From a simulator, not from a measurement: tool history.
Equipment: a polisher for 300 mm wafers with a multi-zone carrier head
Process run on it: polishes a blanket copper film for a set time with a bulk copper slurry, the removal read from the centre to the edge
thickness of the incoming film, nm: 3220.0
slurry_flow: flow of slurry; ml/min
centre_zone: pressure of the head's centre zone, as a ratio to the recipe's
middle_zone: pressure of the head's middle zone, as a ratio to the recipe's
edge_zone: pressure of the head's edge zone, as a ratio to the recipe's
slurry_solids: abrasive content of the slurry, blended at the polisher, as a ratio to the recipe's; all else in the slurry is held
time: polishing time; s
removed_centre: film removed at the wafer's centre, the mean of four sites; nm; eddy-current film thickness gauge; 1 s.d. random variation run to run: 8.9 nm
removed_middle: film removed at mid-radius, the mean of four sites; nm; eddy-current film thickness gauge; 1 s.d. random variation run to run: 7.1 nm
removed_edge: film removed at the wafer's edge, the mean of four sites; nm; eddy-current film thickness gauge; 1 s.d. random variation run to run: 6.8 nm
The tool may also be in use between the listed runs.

run 1 hour=0.0 | slurry_flow=245 centre_zone=1.00 middle_zone=1.00 edge_zone=1.00 slurry_solids=1.00 time=70 | removed_centre=605.79 removed_middle=594.41 removed_edge=608.70
run 2 hour=5.8 | slurry_flow=250 centre_zone=1.00 middle_zone=1.00 edge_zone=1.02 slurry_solids=1.05 time=70 | removed_centre=593.65 removed_middle=607.41 removed_edge=609.07
run 3 hour=10.4 | slurry_flow=250 centre_zone=1.03 middle_zone=1.00 edge_zone=1.02 slurry_solids=1.05 time=70 | removed_centre=622.79 removed_middle=609.01 removed_edge=622.59
run 4 hour=19.4 | slurry_flow=250 centre_zone=1.11 middle_zone=1.00 edge_zone=1.02 slurry_solids=1.05 time=70 | removed_centre=663.57 removed_middle=607.40 removed_edge=622.46
run 5 hour=22.9 | slurry_flow=250 centre_zone=1.11 middle_zone=1.00 edge_zone=1.03 slurry_solids=1.10 time=70 | removed_centre=699.22 removed_middle=617.37 removed_edge=622.73
run 6 hour=25.9 | slurry_flow=250 centre_zone=1.11 middle_zone=1.00 edge_zone=1.03 slurry_solids=0.95 time=70 | removed_centre=656.28 removed_middle=601.40 removed_edge=599.69
run 7 hour=31.5 | slurry_flow=250 centre_zone=1.10 middle_zone=1.00 edge_zone=1.04 slurry_solids=1.00 time=70 | removed_centre=672.17 removed_middle=604.84 removed_edge=621.61
run 8 hour=34.4 | slurry_flow=285 centre_zone=1.04 middle_zone=1.10 edge_zone=1.14 slurry_solids=1.20 time=71 | removed_centre=684.62 removed_middle=690.63 removed_edge=668.82
run 9 hour=37.7 | slurry_flow=285 centre_zone=1.04 middle_zone=1.09 edge_zone=1.15 slurry_solids=1.20 time=71 | removed_centre=657.19 removed_middle=691.73 removed_edge=673.74
run 10 hour=40.7 | slurry_flow=285 centre_zone=1.05 middle_zone=1.08 edge_zone=1.15 slurry_solids=1.20 time=71 | removed_centre=668.73 removed_middle=684.12 removed_edge=677.29

The next listed run, before its measurement:
run 11 hour=48.0 | slurry_flow=285 centre_zone=1.05 middle_zone=1.08 edge_zone=1.15 slurry_solids=1.20 time=71 | removed_centre=? removed_middle=? removed_edge=?

removed_centre: 661.00 nm
removed_middle: 692.26 nm
removed_edge: 686.21 nm

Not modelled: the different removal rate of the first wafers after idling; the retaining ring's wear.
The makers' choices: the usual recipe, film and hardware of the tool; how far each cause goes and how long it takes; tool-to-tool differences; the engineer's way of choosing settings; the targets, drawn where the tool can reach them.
